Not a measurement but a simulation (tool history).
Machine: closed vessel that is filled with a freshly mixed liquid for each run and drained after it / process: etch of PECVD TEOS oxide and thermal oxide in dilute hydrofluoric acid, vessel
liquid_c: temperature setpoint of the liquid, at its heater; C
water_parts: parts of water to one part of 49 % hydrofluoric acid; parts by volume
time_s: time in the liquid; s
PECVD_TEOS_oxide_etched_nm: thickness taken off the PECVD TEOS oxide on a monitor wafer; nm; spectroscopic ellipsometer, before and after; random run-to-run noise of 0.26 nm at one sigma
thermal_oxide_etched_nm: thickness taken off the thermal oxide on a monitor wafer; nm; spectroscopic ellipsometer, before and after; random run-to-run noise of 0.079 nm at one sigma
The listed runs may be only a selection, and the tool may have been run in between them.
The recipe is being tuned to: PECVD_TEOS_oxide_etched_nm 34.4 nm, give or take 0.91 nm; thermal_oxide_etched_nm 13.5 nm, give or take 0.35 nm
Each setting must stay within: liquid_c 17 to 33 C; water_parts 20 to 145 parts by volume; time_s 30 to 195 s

run 1 day=0 | liquid_c=25 water_parts=80 time_s=100 | PECVD_TEOS_oxide_etched_nm=19.498 thermal_oxide_etched_nm=7.5854
run 2 day=0.275 | liquid_c=26 water_parts=75 time_s=100 | PECVD_TEOS_oxide_etched_nm=21.646 thermal_oxide_etched_nm=8.4341
run 3 day=0.558 | liquid_c=27 water_parts=75 time_s=100 | PECVD_TEOS_oxide_etched_nm=22.725 thermal_oxide_etched_nm=8.7734
run 4 day=0.883 | liquid_c=27 water_parts=75 time_s=60 | PECVD_TEOS_oxide_etched_nm=13.501 thermal_oxide_etched_nm=5.3091
run 5 day=1.2 | liquid_c=28 water_parts=65 time_s=60 | PECVD_TEOS_oxide_etched_nm=16.492 thermal_oxide_etched_nm=6.4168
run 6 day=1.496 | liquid_c=28 water_parts=35 time_s=60 | PECVD_TEOS_oxide_etched_nm=31.828 thermal_oxide_etched_nm=12.305
run 7 day=1.642 | liquid_c=28.5 water_parts=35 time_s=60 | PECVD_TEOS_oxide_etched_nm=32.442 thermal_oxide_etched_nm=12.714
run 8 day=1.762 | liquid_c=29 water_parts=35 time_s=60 | PECVD_TEOS_oxide_etched_nm=32.548 thermal_oxide_etched_nm=12.837
run 9 day=1.946 | liquid_c=29.5 water_parts=35 time_s=60 | PECVD_TEOS_oxide_etched_nm=34.07 thermal_oxide_etched_nm=13.105

Which one of the following 4 next-run settings gets every result inside its allowed miss? There is exactly one.
run A day=2.129 | liquid_c=27.5 water_parts=45 time_s=95 | PECVD_TEOS_oxide_etched_nm=? thermal_oxide_etched_nm=?
run B day=2.129 | liquid_c=31 water_parts=45 time_s=80 | PECVD_TEOS_oxide_etched_nm=? thermal_oxide_etched_nm=?
run C day=2.129 | liquid_c=32 water_parts=35 time_s=60 | PECVD_TEOS_oxide_etched_nm=? thermal_oxide_etched_nm=?
run D day=2.129 | liquid_c=31 water_parts=45 time_s=75 | PECVD_TEOS_oxide_etched_nm=? thermal_oxide_etched_nm=?

move=A PECVD_TEOS_oxide_etched_nm=38.155 thermal_oxide_etched_nm=14.755
move=B PECVD_TEOS_oxide_etched_nm=36.935 thermal_oxide_etched_nm=14.283
move=C PECVD_TEOS_oxide_etched_nm=37.59 thermal_oxide_etched_nm=14.536
move=D PECVD_TEOS_oxide_etched_nm=34.627 thermal_oxide_etched_nm=13.39
A: moves the result that the last run missed by most past its target, out the other side
B: moves the result that the last run missed by most past its target, out the other side
C: moves the result that the last run missed by most past its target, out the other side
D: every result within its allowed miss
The move that meets every target is D.

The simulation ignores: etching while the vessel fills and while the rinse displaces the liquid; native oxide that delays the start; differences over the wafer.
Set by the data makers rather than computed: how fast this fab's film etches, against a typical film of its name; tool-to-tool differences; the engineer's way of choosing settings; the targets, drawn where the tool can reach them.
